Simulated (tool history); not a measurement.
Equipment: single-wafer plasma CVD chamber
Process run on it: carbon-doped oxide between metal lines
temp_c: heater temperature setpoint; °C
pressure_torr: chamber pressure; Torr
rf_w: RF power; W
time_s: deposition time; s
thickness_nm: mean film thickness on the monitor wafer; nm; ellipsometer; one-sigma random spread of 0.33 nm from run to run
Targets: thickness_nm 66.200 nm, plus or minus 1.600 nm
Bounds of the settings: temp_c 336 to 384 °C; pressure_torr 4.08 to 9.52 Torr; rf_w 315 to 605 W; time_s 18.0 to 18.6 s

run,hour,temp_c,pressure_torr,rf_w,time_s,thickness_nm
1,0.0,360,6.80,460,18.0,84.167
2,8.7,350,6.80,460,18.0,86.816
3,9.5,346,6.80,460,18.0,88.104
4,14.3,346,5.83,460,18.0,86.641
5,18.7,346,5.83,460,18.6,90.180
6,23.3,350,5.51,410,18.4,79.850
7,32.3,354,5.15,385,18.4,74.893
8,39.5,358,4.83,370,18.4,72.122

Exactly one of the 4 candidate moves below puts every result within its allowed miss. Which one?
A,46.7,359,4.37,325,18.0,?
B,46.7,362,5.01,320,18.0,?
C,46.7,349,4.08,325,18.0,?
D,46.7,349,5.54,320,18.3,?

move,thickness_nm
A,62.130
B,61.821
C,63.618
D,66.049
A: pushes the last run's worst result past its target
B: pushes the last run's worst result past its target
C: pushes the last run's worst result past its target
D: hits every target within its allowed miss
Correct choice: D, which meets every target

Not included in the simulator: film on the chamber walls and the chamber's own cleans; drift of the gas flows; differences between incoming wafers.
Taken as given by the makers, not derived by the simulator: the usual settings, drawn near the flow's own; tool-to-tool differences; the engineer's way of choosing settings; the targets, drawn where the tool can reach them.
